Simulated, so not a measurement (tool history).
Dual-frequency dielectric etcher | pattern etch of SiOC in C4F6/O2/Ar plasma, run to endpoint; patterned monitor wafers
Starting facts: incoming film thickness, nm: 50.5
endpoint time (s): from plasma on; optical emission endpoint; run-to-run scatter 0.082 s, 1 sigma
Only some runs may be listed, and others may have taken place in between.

run 1 hour=0.0 | bias_power_(W)=515 source_power_(W)=300 | endpoint_time_(s)=19.207
run 2 hour=7.8 | bias_power_(W)=438 source_power_(W)=300 | endpoint_time_(s)=20.117
run 3 hour=11.7 | bias_power_(W)=463 source_power_(W)=300 | endpoint_time_(s)=19.731
run 4 hour=16.8 | bias_power_(W)=463 source_power_(W)=270 | endpoint_time_(s)=20.606
run 5 hour=18.9 | bias_power_(W)=490 source_power_(W)=270 | endpoint_time_(s)=20.371
run 6 hour=26.6 | bias_power_(W)=521 source_power_(W)=270 | endpoint_time_(s)=19.892
run 7 hour=28.0 | bias_power_(W)=542 source_power_(W)=270 | endpoint_time_(s)=19.699
run 8 hour=31.8 | bias_power_(W)=560 source_power_(W)=270 | endpoint_time_(s)=19.509
run 9 hour=34.3 | bias_power_(W)=577 source_power_(W)=270 | endpoint_time_(s)=19.146
run 10 hour=39.8 | bias_power_(W)=592 source_power_(W)=270 | endpoint_time_(s)=19.150
run 11 hour=42.2 | bias_power_(W)=605 source_power_(W)=270 | endpoint_time_(s)=19.083

Predict the results of run 12:
run 12 hour=43.5 | bias_power_(W)=617 source_power_(W)=270 | endpoint_time_(s)=?

{"run 12": {"endpoint time (s)": 18.924}}
